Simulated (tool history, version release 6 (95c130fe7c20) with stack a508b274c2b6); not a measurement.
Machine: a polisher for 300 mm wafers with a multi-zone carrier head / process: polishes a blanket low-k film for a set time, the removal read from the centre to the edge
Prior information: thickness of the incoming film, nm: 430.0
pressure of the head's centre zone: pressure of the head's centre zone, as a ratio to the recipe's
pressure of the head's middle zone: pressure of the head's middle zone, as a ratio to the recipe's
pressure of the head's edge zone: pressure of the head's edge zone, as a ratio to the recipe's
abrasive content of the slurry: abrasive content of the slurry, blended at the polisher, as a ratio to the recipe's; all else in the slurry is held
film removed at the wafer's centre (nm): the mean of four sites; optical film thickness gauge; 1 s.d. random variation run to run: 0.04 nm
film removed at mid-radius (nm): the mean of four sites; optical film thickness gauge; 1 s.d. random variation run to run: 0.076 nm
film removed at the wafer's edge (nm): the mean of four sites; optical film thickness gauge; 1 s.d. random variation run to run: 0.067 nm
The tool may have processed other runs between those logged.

| run | hour | flow of slurry (ml/min) | pressure of the head's centre zone | pressure of the head's middle zone | pressure of the head's edge zone | abrasive content of the slurry | polishing time (s) | film removed at the wafer's centre (nm) | film removed at mid-radius (nm) | film removed at the wafer's edge (nm) |
|---|---|---|---|---|---|---|---|---|---|---|
| 1 | 0 | 240 | 1 | 1 | 1 | 1 | 42 | 11.677 | 11.492 | 11.224 |
| 2 | 5 | 240 | 1 | 1 | 0.97 | 1 | 42 | 11.676 | 11.601 | 11.174 |
| 3 | 7.3 | 240 | 1 | 1 | 0.94 | 1 | 42 | 11.558 | 11.46 | 11.04 |
| 4 | 8.5 | 240 | 0.99 | 0.96 | 0.92 | 0.85 | 38 | 9.9639 | 9.5688 | 9.2397 |
| 5 | 13.3 | 240 | 0.99 | 0.96 | 0.92 | 0.85 | 29 | 7.5333 | 7.1347 | 7.2201 |
| 6 | 22 | 240 | 0.99 | 0.93 | 0.92 | 0.85 | 29 | 7.5225 | 7.1624 | 7.1958 |

Estimate the outcome of run 7 from the log above:
| 7 | 30.6 | 230 | 0.98 | 0.9 | 0.93 | 0.75 | 29 | ? | ? | ? |

film removed at the wafer's centre (nm): 7.1477
film removed at mid-radius (nm): 6.4163
film removed at the wafer's edge (nm): 6.8132
